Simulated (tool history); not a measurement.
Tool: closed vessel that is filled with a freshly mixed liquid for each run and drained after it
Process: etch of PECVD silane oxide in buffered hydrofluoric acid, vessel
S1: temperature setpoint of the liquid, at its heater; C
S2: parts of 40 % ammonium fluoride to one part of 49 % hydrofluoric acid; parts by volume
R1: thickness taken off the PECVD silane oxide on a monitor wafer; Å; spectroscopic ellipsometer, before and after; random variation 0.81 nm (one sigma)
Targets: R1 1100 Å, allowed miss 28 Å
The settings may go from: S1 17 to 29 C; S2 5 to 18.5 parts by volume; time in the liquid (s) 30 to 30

Run 1, day 0: S1 21 C, S2 11.5 parts by volume, time in the liquid (s) 30. Result: R1 451.15 Å.
Run 2, day 0.196: S1 23.5 C, S2 11.5 parts by volume, time in the liquid (s) 30. Result: R1 515.85 Å.
Run 3, day 0.45: S1 20 C, S2 11.5 parts by volume, time in the liquid (s) 30. Result: R1 417.7 Å.
Run 4, day 0.604: S1 21.5 C, S2 11.5 parts by volume, time in the liquid (s) 30. Result: R1 452.3 Å.
Run 5, day 0.933: S1 20 C, S2 11.5 parts by volume, time in the liquid (s) 30. Result: R1 423.18 Å.
Run 6, day 1.067: S1 20 C, S2 11.5 parts by volume, time in the liquid (s) 30. Result: R1 420.64 Å.
Run 7, day 1.317: S1 22 C, S2 10 parts by volume, time in the liquid (s) 30. Result: R1 541.84 Å.
Run 8, day 1.496: S1 23.5 C, S2 9 parts by volume, time in the liquid (s) 30. Result: R1 627.62 Å.
Run 9, day 1.771: S1 27.5 C, S2 5.5 parts by volume, time in the liquid (s) 30. Result: R1 1255.1 Å.
Run 10, day 1.988: S1 25.5 C, S2 5.5 parts by volume, time in the liquid (s) 30. Result: R1 1121.2 Å.
At day 2.142: thermometer replaced.
Run 11, day 2.142: S1 25.5 C, S2 5.5 parts by volume, time in the liquid (s) 30. Result: R1 1264.4 Å.
Run 12, day 2.258: S1 24.5 C, S2 5.5 parts by volume, time in the liquid (s) 30. Result: R1 1181.1 Å.

4 next moves are on the table. One of them brings every result within its allowed miss. Which?
Run A, day 2.375: S1 26 C, S2 7 parts by volume, time in the liquid (s) 30. Result: R1 ?.
Run B, day 2.375: S1 25.5 C, S2 6.5 parts by volume, time in the liquid (s) 30. Result: R1 ?.
Run C, day 2.375: S1 25.5 C, S2 5 parts by volume, time in the liquid (s) 30. Result: R1 ?.
Run D, day 2.375: S1 24 C, S2 5 parts by volume, time in the liquid (s) 30. Result: R1 ?.

move      R1
   A  1048.2
   B  1088.1
   C  1360.5
   D  1254.4
A: takes the result that was furthest off past its target
B: meets every target
C: further off than the last run
D: further off than the last run
Answer: B
